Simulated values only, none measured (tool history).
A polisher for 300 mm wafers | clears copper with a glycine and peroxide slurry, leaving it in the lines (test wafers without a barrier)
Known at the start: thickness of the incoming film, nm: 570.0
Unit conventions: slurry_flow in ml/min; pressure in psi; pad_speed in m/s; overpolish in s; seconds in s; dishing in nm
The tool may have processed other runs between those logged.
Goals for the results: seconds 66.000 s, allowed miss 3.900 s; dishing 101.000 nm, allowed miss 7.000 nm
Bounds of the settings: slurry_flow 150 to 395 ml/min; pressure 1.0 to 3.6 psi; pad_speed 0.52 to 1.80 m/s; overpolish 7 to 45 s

Run 1, hour 0.0: slurry_flow 250 ml/min, pressure 2.3 psi, pad_speed 1.16 m/s, overpolish 23 s. Result: seconds 97.837 s, dishing 66.373 nm.
Run 2, hour 3.6: slurry_flow 250 ml/min, pressure 2.3 psi, pad_speed 1.04 m/s, overpolish 23 s. Result: seconds 104.010 s, dishing 61.212 nm.
Run 3, hour 11.8: slurry_flow 250 ml/min, pressure 2.5 psi, pad_speed 1.06 m/s, overpolish 24 s. Result: seconds 100.460 s, dishing 66.812 nm.
Run 4, hour 13.7: slurry_flow 250 ml/min, pressure 2.5 psi, pad_speed 1.06 m/s, overpolish 29 s. Result: seconds 97.996 s, dishing 70.997 nm.
Run 5, hour 16.9: slurry_flow 250 ml/min, pressure 2.8 psi, pad_speed 1.06 m/s, overpolish 29 s. Result: seconds 92.253 s, dishing 77.237 nm.
Run 6, hour 22.7: slurry_flow 275 ml/min, pressure 2.8 psi, pad_speed 1.06 m/s, overpolish 29 s. Result: seconds 90.043 s, dishing 79.843 nm.
Run 7, hour 26.0: slurry_flow 280 ml/min, pressure 3.0 psi, pad_speed 1.08 m/s, overpolish 29 s. Result: seconds 83.075 s, dishing 83.807 nm.
Run 8, hour 30.6: slurry_flow 285 ml/min, pressure 3.1 psi, pad_speed 1.10 m/s, overpolish 29 s. Result: seconds 81.300 s, dishing 85.423 nm.
Run 9, hour 31.6: slurry_flow 285 ml/min, pressure 3.1 psi, pad_speed 1.10 m/s, overpolish 29 s. Result: seconds 80.513 s, dishing 82.990 nm.

Next run, 4 choices. One meets every target within its allowed miss, the rest don't. Which?
Run A, hour 32.6: slurry_flow 240 ml/min, pressure 3.3 psi, pad_speed 1.34 m/s, overpolish 35 s. Result: seconds ?, dishing ?.
Run B, hour 32.6: slurry_flow 260 ml/min, pressure 2.3 psi, pad_speed 1.00 m/s, overpolish 36 s. Result: seconds ?, dishing ?.
Run C, hour 32.6: slurry_flow 300 ml/min, pressure 3.6 psi, pad_speed 1.42 m/s, overpolish 20 s. Result: seconds ?, dishing ?.
Run D, hour 32.6: slurry_flow 285 ml/min, pressure 2.7 psi, pad_speed 1.28 m/s, overpolish 44 s. Result: seconds ?, dishing ?.

move  seconds  dishing
   A   64.091  102.470
   B  110.170   79.533
   C   55.102   86.321
   D   78.006  100.890
A: meets every target
B: its largest miss is bigger than the last run's
C: the result that was furthest off in the last run now lies on the other side of its target
D: gains on the last run, yet a result remains outside its allowed miss
A is the move that brings every result within its allowed miss.
